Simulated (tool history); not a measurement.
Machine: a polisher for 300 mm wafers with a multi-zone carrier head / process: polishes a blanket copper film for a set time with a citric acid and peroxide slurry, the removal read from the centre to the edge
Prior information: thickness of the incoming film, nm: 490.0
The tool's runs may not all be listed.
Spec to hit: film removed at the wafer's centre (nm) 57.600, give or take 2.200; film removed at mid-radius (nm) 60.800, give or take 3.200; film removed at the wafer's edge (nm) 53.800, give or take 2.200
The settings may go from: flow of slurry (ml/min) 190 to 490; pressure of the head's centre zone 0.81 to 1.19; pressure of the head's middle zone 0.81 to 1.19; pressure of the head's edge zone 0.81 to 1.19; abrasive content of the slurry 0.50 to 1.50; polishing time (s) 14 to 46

| run | day | flow of slurry (ml/min) | pressure of the head's centre zone | pressure of the head's middle zone | pressure of the head's edge zone | abrasive content of the slurry | polishing time (s) | film removed at the wafer's centre (nm) | film removed at mid-radius (nm) | film removed at the wafer's edge (nm) |
|---|---|---|---|---|---|---|---|---|---|---|
| 1 | 0.000 | 315 | 1.00 | 1.00 | 1.00 | 1.00 | 30 | 45.927 | 44.802 | 44.912 |
| 2 | 0.029 | 315 | 1.01 | 1.02 | 1.00 | 1.05 | 30 | 46.259 | 47.296 | 46.162 |
| 3 | 0.121 | 315 | 1.03 | 1.03 | 1.00 | 1.10 | 30 | 47.198 | 48.507 | 45.591 |
| 4 | 0.146 | 315 | 1.04 | 1.03 | 1.01 | 1.15 | 30 | 47.809 | 47.412 | 46.042 |
| 5 | 0.496 | 315 | 1.04 | 1.03 | 1.05 | 1.15 | 30 | 47.465 | 47.291 | 46.882 |
| 6 | 0.646 | 315 | 1.04 | 1.03 | 1.05 | 1.15 | 24 | 38.456 | 38.258 | 38.845 |
| 7 | 0.971 | 315 | 1.05 | 1.04 | 1.05 | 1.20 | 25 | 41.385 | 40.470 | 40.272 |
| 8 | 1.146 | 315 | 1.05 | 1.04 | 1.05 | 1.20 | 25 | 41.089 | 39.068 | 40.478 |
| 9 | 1.483 | 315 | 1.05 | 1.05 | 1.05 | 1.20 | 26 | 42.259 | 42.124 | 41.721 |
| 10 | 1.779 | 315 | 1.06 | 1.06 | 1.05 | 1.25 | 27 | 44.753 | 44.540 | 43.553 |
| 11 | 1.850 | 315 | 1.07 | 1.07 | 1.05 | 1.30 | 28 | 47.382 | 46.255 | 44.779 |
| 12 | 1.900 | 315 | 1.07 | 1.08 | 1.05 | 1.30 | 29 | 48.641 | 48.472 | 46.513 |
| 13 | 2.062 | 315 | 1.07 | 1.09 | 1.05 | 1.30 | 29 | 50.011 | 50.025 | 47.051 |
| 14 | 2.408 | 315 | 1.07 | 1.10 | 1.06 | 1.30 | 29 | 48.820 | 49.535 | 46.752 |
| 15 | 2.450 | 315 | 1.07 | 1.11 | 1.06 | 1.30 | 29 | 48.596 | 49.453 | 47.127 |
| 16 | 2.717 | 315 | 1.07 | 1.12 | 1.06 | 1.30 | 29 | 48.047 | 50.095 | 47.364 |
| 17 | 2.746 | 315 | 1.07 | 1.12 | 1.06 | 1.30 | 29 | 48.889 | 49.564 | 47.026 |
| 18 | 3.012 | 315 | 1.07 | 1.13 | 1.06 | 1.30 | 29 | 49.481 | 51.608 | 48.058 |
| 19 | 3.229 | 315 | 1.07 | 1.14 | 1.06 | 1.30 | 29 | 48.977 | 51.519 | 46.771 |

5 next moves are on the table. One of them brings every result within its allowed miss. Which?
| A | 3.446 | 265 | 0.93 | 1.09 | 1.16 | 1.30 | 36 | ? | ? | ? |
| B | 3.446 | 315 | 1.06 | 1.14 | 1.16 | 1.30 | 34 | ? | ? | ? |
| C | 3.446 | 295 | 1.11 | 1.06 | 1.07 | 1.50 | 32 | ? | ? | ? |
| D | 3.446 | 320 | 0.91 | 1.18 | 1.10 | 1.35 | 37 | ? | ? | ? |
| E | 3.446 | 305 | 1.04 | 1.14 | 0.96 | 1.50 | 34 | ? | ? | ? |

| move | film removed at the wafer's centre (nm) | film removed at mid-radius (nm) | film removed at the wafer's edge (nm) |
|---|---|---|---|
| A | 52.822 | 59.424 | 60.600 |
| B | 57.860 | 59.133 | 57.829 |
| C | 58.096 | 53.311 | 53.460 |
| D | 54.428 | 66.862 | 61.720 |
| E | 58.015 | 60.480 | 54.041 |
A: an improvement on the last run, though not all results are within tolerance
B: brings the result that was furthest off to its target, and leaves another outside
C: brings the result that was furthest off to its target, and leaves another outside
D: an improvement on the last run, though not all results are within tolerance
E: every result lands within tolerance
E meets every target.

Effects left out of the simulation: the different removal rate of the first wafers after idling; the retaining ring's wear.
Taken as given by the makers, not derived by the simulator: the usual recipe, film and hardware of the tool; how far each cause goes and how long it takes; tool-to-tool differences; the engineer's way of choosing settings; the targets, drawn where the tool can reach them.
